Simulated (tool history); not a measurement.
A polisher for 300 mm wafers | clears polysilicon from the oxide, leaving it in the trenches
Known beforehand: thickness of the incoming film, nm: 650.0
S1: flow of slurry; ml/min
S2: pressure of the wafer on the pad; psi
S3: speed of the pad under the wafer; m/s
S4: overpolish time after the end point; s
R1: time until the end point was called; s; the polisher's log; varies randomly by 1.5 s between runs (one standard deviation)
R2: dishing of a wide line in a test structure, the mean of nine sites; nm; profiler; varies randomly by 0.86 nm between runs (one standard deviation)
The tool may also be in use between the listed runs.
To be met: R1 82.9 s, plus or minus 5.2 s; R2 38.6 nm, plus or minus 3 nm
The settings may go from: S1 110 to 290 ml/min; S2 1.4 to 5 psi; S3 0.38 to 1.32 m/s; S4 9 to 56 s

run,hour,S1,S2,S3,S4,R1,R2
1,0,185,3.2,0.84,29,54.102,43.756
2,3.2,185,3.2,0.84,17,54.948,41.848
3,4,155,3.2,0.84,17,55.635,41.987
4,12.1,155,3.2,1,17,47.798,43.152
5,15.6,155,3.5,1,17,44.828,41.749
6,18.3,140,3.5,1,17,42.703,43.545
7,25.3,170,3,0.96,14,51.891,42.685
8,32.3,190,2.9,0.82,12,61.981,42.62
9,37.9,185,3,0.7,11,67.624,39.499
10,40.6,185,2.9,0.66,10,75.599,39.062
11,44.9,185,2.8,0.66,10,74.724,38.675

4 next moves are on the table. One of them brings every result within its allowed miss. Which?
A,49.2,155,3,0.72,12,?,?
B,49.2,130,3.3,0.72,12,?,?
C,49.2,175,2.5,0.76,21,?,?
D,49.2,215,2.6,0.62,12,?,?

move,R1,R2
A,68.284,40.972
B,64.435,41.334
C,74.16,42.834
D,85.288,39.178
A: lands further from the targets than the last run did
B: lands further from the targets than the last run did
C: lands further from the targets than the last run did
D: meets every target
Move D is the one to make.

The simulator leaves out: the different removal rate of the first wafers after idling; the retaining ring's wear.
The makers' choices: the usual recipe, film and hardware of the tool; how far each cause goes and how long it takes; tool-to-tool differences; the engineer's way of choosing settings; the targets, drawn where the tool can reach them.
